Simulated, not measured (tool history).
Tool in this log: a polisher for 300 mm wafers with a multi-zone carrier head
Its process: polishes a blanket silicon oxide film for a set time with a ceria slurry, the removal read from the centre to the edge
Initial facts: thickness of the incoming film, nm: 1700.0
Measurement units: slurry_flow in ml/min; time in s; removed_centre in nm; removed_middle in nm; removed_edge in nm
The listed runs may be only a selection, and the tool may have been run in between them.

run,hour,slurry_flow,centre_zone,middle_zone,edge_zone,time,removed_centre,removed_middle,removed_edge
1,0,310,1,1,1,84,494.09,515.52,512.4
2,5.1,305,0.99,0.99,0.97,75,448.03,462.77,455.8
3,9,290,0.97,0.98,0.95,68,405.67,407.18,400.49
4,17,285,0.94,0.97,0.94,64,345.42,386.51,380.88
5,18.4,280,0.94,0.96,0.92,60,334.05,356.96,353.8
6,25.2,280,0.94,0.96,0.92,41,235.31,241.82,238.62
7,28.6,280,0.94,0.96,0.92,43,244.46,252.51,250.26
8,33.1,280,0.94,0.96,0.92,44,243.58,266.64,257.8

The next listed run, before its measurement:
9,33.8,280,0.95,0.96,0.92,45,?,?,?

For run 9 the tool returned removed_centre 259.74 nm, removed_middle 270.71 nm, removed_edge 266.82 nm.
